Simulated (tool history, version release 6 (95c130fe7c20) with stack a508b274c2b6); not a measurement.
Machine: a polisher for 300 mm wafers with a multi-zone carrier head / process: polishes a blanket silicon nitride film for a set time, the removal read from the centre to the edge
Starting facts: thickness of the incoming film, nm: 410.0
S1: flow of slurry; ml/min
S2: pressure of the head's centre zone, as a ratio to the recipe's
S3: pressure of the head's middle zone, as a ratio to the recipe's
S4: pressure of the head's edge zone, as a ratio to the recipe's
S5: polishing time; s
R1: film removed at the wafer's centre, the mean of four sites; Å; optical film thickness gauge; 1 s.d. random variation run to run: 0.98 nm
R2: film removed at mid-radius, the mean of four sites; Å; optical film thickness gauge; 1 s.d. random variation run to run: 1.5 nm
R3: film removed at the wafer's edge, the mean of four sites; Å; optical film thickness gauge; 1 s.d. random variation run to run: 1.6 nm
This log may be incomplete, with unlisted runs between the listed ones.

run  hour   S1    S2    S3    S4  S5      R1      R2      R3
  1   0.0  200  1.00  1.00  1.00  59  1194.6  1220.1  1218.2
  2   8.1  200  1.05  1.00  1.00  59  1266.2  1231.5  1199.4
  3  15.6  200  1.13  1.00  1.00  59  1373.4  1225.7  1263.2
  4  19.4  200  1.13  0.95  1.00  59  1358.9  1168.0  1224.7
  5  26.1  155  1.13  0.95  1.00  59  1303.6  1151.8  1209.7
  6  28.1  150  1.10  0.95  1.00  59  1257.4  1109.7  1217.5
  7  32.3  150  1.07  0.96  0.99  58  1227.0  1122.0  1194.5
  8  34.8  155  1.05  0.96  0.99  57  1173.6  1122.1  1171.1

Estimate the outcome of run 9 from the log above:
  9  42.3  155  1.04  0.96  0.98  56   ?   ?   ?

{"run 9": {"R1": 1118.7, "R2": 1082.8, "R3": 1103.4}}

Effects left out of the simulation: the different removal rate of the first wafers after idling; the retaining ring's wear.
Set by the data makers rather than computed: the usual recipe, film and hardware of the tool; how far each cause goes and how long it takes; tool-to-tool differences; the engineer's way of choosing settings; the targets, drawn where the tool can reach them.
